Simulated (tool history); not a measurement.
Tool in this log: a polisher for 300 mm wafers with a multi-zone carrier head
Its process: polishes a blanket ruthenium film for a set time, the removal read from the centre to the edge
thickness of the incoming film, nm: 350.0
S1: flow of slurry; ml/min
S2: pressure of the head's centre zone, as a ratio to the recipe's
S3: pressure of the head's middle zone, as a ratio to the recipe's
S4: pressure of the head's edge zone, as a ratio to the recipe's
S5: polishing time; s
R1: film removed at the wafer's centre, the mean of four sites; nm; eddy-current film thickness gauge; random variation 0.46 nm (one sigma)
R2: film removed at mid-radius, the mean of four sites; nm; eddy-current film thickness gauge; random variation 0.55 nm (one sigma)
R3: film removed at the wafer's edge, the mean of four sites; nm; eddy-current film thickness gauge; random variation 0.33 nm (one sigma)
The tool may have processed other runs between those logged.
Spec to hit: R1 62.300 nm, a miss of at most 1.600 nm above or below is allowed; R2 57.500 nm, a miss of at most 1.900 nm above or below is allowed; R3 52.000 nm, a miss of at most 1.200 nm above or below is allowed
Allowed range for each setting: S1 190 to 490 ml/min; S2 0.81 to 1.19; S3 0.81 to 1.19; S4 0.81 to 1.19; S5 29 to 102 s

| run | hour | S1 | S2 | S3 | S4 | S5 | R1 | R2 | R3 |
|---|---|---|---|---|---|---|---|---|---|
| 1 | 0.0 | 315 | 1.00 | 1.00 | 1.00 | 65 | 90.783 | 91.976 | 88.964 |
| 2 | 7.5 | 320 | 1.02 | 1.00 | 0.96 | 58 | 82.413 | 82.903 | 78.747 |
| 3 | 15.7 | 320 | 1.05 | 1.00 | 0.93 | 52 | 76.296 | 73.186 | 70.193 |
| 4 | 22.1 | 320 | 1.05 | 1.00 | 0.93 | 58 | 84.293 | 81.628 | 77.185 |
| 5 | 23.8 | 275 | 1.05 | 1.00 | 0.93 | 58 | 83.905 | 80.092 | 77.554 |
| 6 | 25.7 | 290 | 1.06 | 1.01 | 0.90 | 53 | 77.740 | 74.341 | 68.655 |
| 7 | 32.1 | 285 | 1.06 | 1.00 | 0.88 | 50 | 72.515 | 69.874 | 65.140 |
| 8 | 36.0 | 295 | 1.07 | 1.00 | 0.87 | 47 | 69.661 | 65.290 | 60.725 |
| 9 | 40.6 | 305 | 1.08 | 1.01 | 0.82 | 38 | 57.399 | 53.377 | 47.856 |
| 10 | 43.6 | 310 | 1.12 | 1.05 | 0.91 | 38 | 59.224 | 55.301 | 50.554 |
| 11 | 47.7 | 310 | 1.13 | 1.06 | 0.91 | 38 | 58.971 | 55.411 | 50.045 |
| 12 | 55.2 | 310 | 1.14 | 1.06 | 0.91 | 38 | 60.485 | 55.896 | 50.243 |
| 13 | 59.3 | 310 | 1.14 | 1.06 | 0.92 | 38 | 60.175 | 56.853 | 51.064 |
| 14 | 62.7 | 310 | 1.15 | 1.06 | 0.92 | 38 | 61.017 | 56.771 | 50.938 |

Of the 4 settings listed for the next run, only one would bring every result within its allowed miss of target. Which one?
| A | 66.1 | 340 | 1.17 | 1.09 | 0.97 | 38 | ? | ? | ? |
| B | 66.1 | 315 | 1.12 | 1.08 | 0.97 | 38 | ? | ? | ? |
| C | 66.1 | 275 | 1.15 | 1.11 | 0.87 | 38 | ? | ? | ? |
| D | 66.1 | 300 | 1.12 | 1.09 | 0.93 | 38 | ? | ? | ? |

| move | R1 | R2 | R3 |
|---|---|---|---|
| A | 62.943 | 57.580 | 51.862 |
| B | 59.766 | 56.742 | 51.591 |
| C | 60.449 | 57.280 | 48.604 |
| D | 59.455 | 56.920 | 50.422 |
A: in spec on every target
B: gets the furthest-off result to its target, but another result is out of tolerance
C: further off than the last run
D: further off than the last run
Correct choice: A, which meets every target

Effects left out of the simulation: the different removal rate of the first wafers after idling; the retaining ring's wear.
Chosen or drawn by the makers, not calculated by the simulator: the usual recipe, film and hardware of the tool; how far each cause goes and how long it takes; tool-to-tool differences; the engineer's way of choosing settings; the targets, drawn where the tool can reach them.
